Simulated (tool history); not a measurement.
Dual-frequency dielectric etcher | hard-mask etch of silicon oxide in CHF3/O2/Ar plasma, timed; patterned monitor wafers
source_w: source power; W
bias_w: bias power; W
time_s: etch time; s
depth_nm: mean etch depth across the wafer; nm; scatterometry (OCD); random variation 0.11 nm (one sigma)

{"run": 1, "hour": 0.0, "source_w": 760, "bias_w": 153, "time_s": 12.5, "depth_nm": 26.41}
{"run": 2, "hour": 6.3, "source_w": 820, "bias_w": 158, "time_s": 12.5, "depth_nm": 28.042}
{"run": 3, "hour": 10.9, "source_w": 690, "bias_w": 158, "time_s": 12.5, "depth_nm": 25.238}
{"run": 4, "hour": 19.1, "source_w": 690, "bias_w": 158, "time_s": 12.5, "depth_nm": 25.175}
{"run": 5, "hour": 26.8, "source_w": 620, "bias_w": 158, "time_s": 12.5, "depth_nm": 23.483}
{"run": 6, "hour": 30.4, "source_w": 620, "bias_w": 147, "time_s": 12.5, "depth_nm": 22.687}
{"run": 7, "hour": 35.9, "source_w": 700, "bias_w": 150, "time_s": 12.5, "depth_nm": 24.789}
{"run": 8, "hour": 43.1, "source_w": 760, "bias_w": 152, "time_s": 12.5, "depth_nm": 26.358}
{"run": 9, "hour": 50.8, "source_w": 800, "bias_w": 154, "time_s": 12.5, "depth_nm": 27.434}

Estimate the outcome of run 10 from the log above:
{"run": 10, "hour": 58.2, "source_w": 830, "bias_w": 155, "time_s": 12.5, "depth_nm": "?"}

depth_nm: 27.887 nm
